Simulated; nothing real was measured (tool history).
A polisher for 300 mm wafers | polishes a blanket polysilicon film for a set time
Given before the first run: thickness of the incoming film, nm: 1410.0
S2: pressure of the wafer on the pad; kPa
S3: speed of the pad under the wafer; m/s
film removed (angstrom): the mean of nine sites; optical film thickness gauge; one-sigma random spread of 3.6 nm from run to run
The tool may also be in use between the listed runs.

Run 1, hour 0.0: flow of slurry (ml/min) 180, S2 16.5 kPa, S3 0.80 m/s, polishing time (s) 63. Result: film removed (angstrom) 3750.7.
Run 2, hour 5.1: flow of slurry (ml/min) 180, S2 16.5 kPa, S3 0.80 m/s, polishing time (s) 58. Result: film removed (angstrom) 3362.7.
Run 3, hour 8.4: flow of slurry (ml/min) 180, S2 15.9 kPa, S3 0.80 m/s, polishing time (s) 58. Result: film removed (angstrom) 3304.9.
Run 4, hour 13.1: flow of slurry (ml/min) 180, S2 15.9 kPa, S3 0.80 m/s, polishing time (s) 58. Result: film removed (angstrom) 3314.2.
Run 5, hour 18.0: flow of slurry (ml/min) 180, S2 15.9 kPa, S3 0.80 m/s, polishing time (s) 58. Result: film removed (angstrom) 3438.5.
Run 6, hour 19.2: flow of slurry (ml/min) 140, S2 15.9 kPa, S3 0.80 m/s, polishing time (s) 58. Result: film removed (angstrom) 3177.4.
Run 7, hour 25.8: flow of slurry (ml/min) 140, S2 15.2 kPa, S3 0.80 m/s, polishing time (s) 58. Result: film removed (angstrom) 3124.6.

Forecast run 8:
Run 8, hour 27.5: flow of slurry (ml/min) 140, S2 11.7 kPa, S3 0.78 m/s, polishing time (s) 58. Result: film removed (angstrom) ?.

Logged for run 8: film removed (angstrom) 2428.6.

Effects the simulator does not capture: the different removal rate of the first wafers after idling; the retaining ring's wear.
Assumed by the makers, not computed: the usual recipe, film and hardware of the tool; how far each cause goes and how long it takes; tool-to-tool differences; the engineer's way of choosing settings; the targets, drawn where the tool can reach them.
